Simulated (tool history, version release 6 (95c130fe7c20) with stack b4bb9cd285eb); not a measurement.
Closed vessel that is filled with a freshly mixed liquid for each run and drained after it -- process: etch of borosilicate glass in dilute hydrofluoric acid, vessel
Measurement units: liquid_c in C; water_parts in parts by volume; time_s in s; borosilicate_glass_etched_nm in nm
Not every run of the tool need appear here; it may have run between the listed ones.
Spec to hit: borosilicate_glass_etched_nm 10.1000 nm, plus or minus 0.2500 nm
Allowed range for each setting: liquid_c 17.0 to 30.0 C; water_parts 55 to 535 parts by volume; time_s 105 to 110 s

run	hour	liquid_c	water_parts	time_s	borosilicate_glass_etched_nm
1	0.0	22.0	295	105	12.5260
2	2.5	22.0	340	105	10.5130
3	10.6	22.0	305	105	12.0660
4	18.6	20.5	305	105	11.5420
5	21.6	19.5	310	105	10.8380
6	28.4	19.5	390	105	8.0652
7	31.0	21.5	390	105	8.6399
8	35.4	23.0	390	105	9.0462
9	42.1	24.0	390	105	9.3681
10	50.3	24.5	390	105	9.5831

Consider the 5 candidate settings below. Which is the only one whose results all fall within their allowed miss of target?
A	58.5	24.0	400	110	?
B	58.5	18.5	375	110	?
C	58.5	22.0	370	105	?
D	58.5	30.0	435	110	?
E	58.5	24.5	410	105	?

move	borosilicate_glass_etched_nm
A	9.5163
B	8.5861
C	9.4305
D	10.2150
E	8.9277
A: the biggest miss grows against the last run
B: the biggest miss grows against the last run
C: the biggest miss grows against the last run
D: hits every target within its allowed miss
E: the biggest miss grows against the last run
D meets every target.

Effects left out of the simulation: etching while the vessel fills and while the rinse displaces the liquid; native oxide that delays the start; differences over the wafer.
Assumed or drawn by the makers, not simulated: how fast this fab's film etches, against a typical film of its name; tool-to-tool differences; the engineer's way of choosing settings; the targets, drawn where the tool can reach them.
